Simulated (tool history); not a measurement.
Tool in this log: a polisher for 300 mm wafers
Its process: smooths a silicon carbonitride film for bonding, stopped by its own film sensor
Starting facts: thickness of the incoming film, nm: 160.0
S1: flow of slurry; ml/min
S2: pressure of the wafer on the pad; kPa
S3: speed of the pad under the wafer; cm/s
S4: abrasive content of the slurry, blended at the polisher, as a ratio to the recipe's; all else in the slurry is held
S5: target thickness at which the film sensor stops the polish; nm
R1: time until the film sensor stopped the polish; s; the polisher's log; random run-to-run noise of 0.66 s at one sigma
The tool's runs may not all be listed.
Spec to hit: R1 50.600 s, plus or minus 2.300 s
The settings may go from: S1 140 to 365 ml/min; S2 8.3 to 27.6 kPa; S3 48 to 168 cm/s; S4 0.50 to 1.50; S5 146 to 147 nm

run    day   S1    S2   S3    S4   S5      R1
  1  0.000  235  17.9  108  1.00  146  35.788
  2  0.154  235  15.9  106  1.00  146  41.339
  3  0.433  235  15.9  106  1.00  147  38.990
  4  0.725  235  14.5  106  1.00  147  41.316
  5  1.000  235  17.2  106  1.00  147  35.464
  6  1.329  235  15.2  104  1.00  147  40.954
  7  1.588  235  13.8  104  1.00  147  45.041
  8  1.608  235  13.1  104  1.00  147  46.599

Which single option among these 5 for the next run brings every result within its allowed miss of target? Just one does.
  A  1.629  225  13.8   98  1.00  147   ?
  B  1.629  335  13.8  116  0.90  147   ?
  C  1.629  280  13.8   82  1.05  147   ?
  D  1.629  220   9.7  120  1.25  146   ?
  E  1.629  215  13.1  106  1.10  147   ?

move      R1
   A  46.793
   B  41.882
   C  50.280
   D  56.629
   E  45.113
A: no better and no worse than the last run
B: moves away from the targets compared with the last run
C: hits every target within its allowed miss
D: pushes the last run's worst result past its target
E: moves away from the targets compared with the last run
C meets every target.
